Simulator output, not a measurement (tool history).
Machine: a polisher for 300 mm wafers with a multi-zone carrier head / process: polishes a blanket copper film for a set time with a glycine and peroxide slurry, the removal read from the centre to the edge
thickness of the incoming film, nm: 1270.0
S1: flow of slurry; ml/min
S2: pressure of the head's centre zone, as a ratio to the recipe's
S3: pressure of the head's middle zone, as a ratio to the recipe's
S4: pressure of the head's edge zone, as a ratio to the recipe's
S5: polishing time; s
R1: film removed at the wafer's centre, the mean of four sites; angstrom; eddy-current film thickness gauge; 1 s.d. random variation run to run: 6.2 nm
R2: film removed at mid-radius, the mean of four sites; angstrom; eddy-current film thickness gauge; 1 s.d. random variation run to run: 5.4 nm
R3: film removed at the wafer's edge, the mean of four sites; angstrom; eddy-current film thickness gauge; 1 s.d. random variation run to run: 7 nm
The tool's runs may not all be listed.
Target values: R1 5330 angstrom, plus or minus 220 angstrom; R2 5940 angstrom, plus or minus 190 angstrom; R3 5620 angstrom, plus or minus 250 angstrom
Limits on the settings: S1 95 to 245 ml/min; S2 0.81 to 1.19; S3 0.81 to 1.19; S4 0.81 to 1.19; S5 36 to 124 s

{"run": 1, "hour": 0.0, "S1": 155, "S2": 1, "S3": 1, "S4": 1, "S5": 79, "R1": 4038.9, "R2": 4120.2, "R3": 4218.4}
{"run": 2, "hour": 2.4, "S1": 165, "S2": 1.01, "S3": 1.03, "S4": 1.03, "S5": 82, "R1": 4357.9, "R2": 4430.7, "R3": 4456.8}
{"run": 3, "hour": 3.5, "S1": 165, "S2": 1.01, "S3": 1.03, "S4": 0.95, "S5": 82, "R1": 4382, "R2": 4402.8, "R3": 4271.5}
{"run": 4, "hour": 5.9, "S1": 170, "S2": 1.01, "S3": 1.05, "S4": 0.99, "S5": 85, "R1": 4578.3, "R2": 4640.4, "R3": 4493}
{"run": 5, "hour": 14.2, "S1": 170, "S2": 1.01, "S3": 1.05, "S4": 0.99, "S5": 72, "R1": 3750.9, "R2": 3894.6, "R3": 3717.9}
{"run": 6, "hour": 16.1, "S1": 170, "S2": 1, "S3": 1.07, "S4": 1.01, "S5": 78, "R1": 4113.7, "R2": 4346.1, "R3": 4073.3}
{"run": 7, "hour": 16.8, "S1": 170, "S2": 0.99, "S3": 1.08, "S4": 1.03, "S5": 82, "R1": 4260.7, "R2": 4683, "R3": 4442.4}
{"run": 8, "hour": 20.9, "S1": 175, "S2": 1, "S3": 1.09, "S4": 1.05, "S5": 85, "R1": 4497.2, "R2": 4875.5, "R3": 4625.4}
{"run": 9, "hour": 28.6, "S1": 180, "S2": 1, "S3": 1.1, "S4": 1.07, "S5": 87, "R1": 4611.1, "R2": 4991.5, "R3": 4835.2}
{"hour": 37.1, "done": "edge zone pressure recalibrated"}
{"run": 10, "hour": 37.1, "S1": 180, "S2": 1, "S3": 1.11, "S4": 1.08, "S5": 89, "R1": 4609.2, "R2": 5155.4, "R3": 4896.7}

Which one of the following 5 next-run settings gets every result inside its allowed miss? There is exactly one.
{"run": "A", "hour": 45.6, "S1": 165, "S2": 0.98, "S3": 1, "S4": 1.12, "S5": 74, "R1": "?", "R2": "?", "R3": "?"}
{"run": "B", "hour": 45.6, "S1": 235, "S2": 1.16, "S3": 0.98, "S4": 1.03, "S5": 85, "R1": "?", "R2": "?", "R3": "?"}
{"run": "C", "hour": 45.6, "S1": 215, "S2": 1.19, "S3": 0.93, "S4": 1.08, "S5": 83, "R1": "?", "R2": "?", "R3": "?"}
{"run": "D", "hour": 45.6, "S1": 120, "S2": 0.82, "S3": 0.92, "S4": 1.17, "S5": 92, "R1": "?", "R2": "?", "R3": "?"}
{"run": "E", "hour": 45.6, "S1": 170, "S2": 0.96, "S3": 1.07, "S4": 1.04, "S5": 105, "R1": "?", "R2": "?", "R3": "?"}

move=A R1=3782.3 R2=3825.1 R3=4021.4
move=B R1=5274.4 R2=4528 R3=4589.3
move=C R1=5197.7 R2=4185.3 R3=4554.2
move=D R1=3822.7 R2=4198.9 R3=4921.8
move=E R1=5306.7 R2=5775.6 R3=5511
A: further off than the last run
B: further off than the last run
C: further off than the last run
D: further off than the last run
E: all results in spec
Move E is the one to make.

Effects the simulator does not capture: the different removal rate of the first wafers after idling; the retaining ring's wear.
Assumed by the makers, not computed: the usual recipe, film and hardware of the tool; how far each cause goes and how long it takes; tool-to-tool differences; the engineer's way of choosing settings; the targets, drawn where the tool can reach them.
